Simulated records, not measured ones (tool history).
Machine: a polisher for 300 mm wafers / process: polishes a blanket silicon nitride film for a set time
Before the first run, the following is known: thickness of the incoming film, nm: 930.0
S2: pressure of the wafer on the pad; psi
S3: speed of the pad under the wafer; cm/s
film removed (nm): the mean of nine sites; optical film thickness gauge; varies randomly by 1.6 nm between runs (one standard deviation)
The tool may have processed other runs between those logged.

run 1 day=0.000 | flow_of_slurry_(ml/min)=315 S2=2.8 S3=110 polishing_time_(s)=67 | film_removed_(nm)=87.648
run 2 day=0.312 | flow_of_slurry_(ml/min)=315 S2=2.8 S3=110 polishing_time_(s)=67 | film_removed_(nm)=91.998
run 3 day=0.604 | flow_of_slurry_(ml/min)=315 S2=2.9 S3=110 polishing_time_(s)=67 | film_removed_(nm)=93.114
run 4 day=0.800 | flow_of_slurry_(ml/min)=245 S2=2.9 S3=110 polishing_time_(s)=67 | film_removed_(nm)=90.767
run 5 day=0.829 | flow_of_slurry_(ml/min)=245 S2=2.9 S3=110 polishing_time_(s)=67 | film_removed_(nm)=91.499
-- day=1.004 head pressure recalibrated
run 6 day=1.004 | flow_of_slurry_(ml/min)=245 S2=3.0 S3=110 polishing_time_(s)=67 | film_removed_(nm)=85.474
run 7 day=1.296 | flow_of_slurry_(ml/min)=260 S2=3.1 S3=114 polishing_time_(s)=67 | film_removed_(nm)=91.519
run 8 day=1.438 | flow_of_slurry_(ml/min)=265 S2=3.2 S3=120 polishing_time_(s)=67 | film_removed_(nm)=94.705

Expected results for the next run?
run 9 day=1.479 | flow_of_slurry_(ml/min)=265 S2=4.0 S3=126 polishing_time_(s)=67 | film_removed_(nm)=?

Run 9 yielded film removed (nm) 125.430.

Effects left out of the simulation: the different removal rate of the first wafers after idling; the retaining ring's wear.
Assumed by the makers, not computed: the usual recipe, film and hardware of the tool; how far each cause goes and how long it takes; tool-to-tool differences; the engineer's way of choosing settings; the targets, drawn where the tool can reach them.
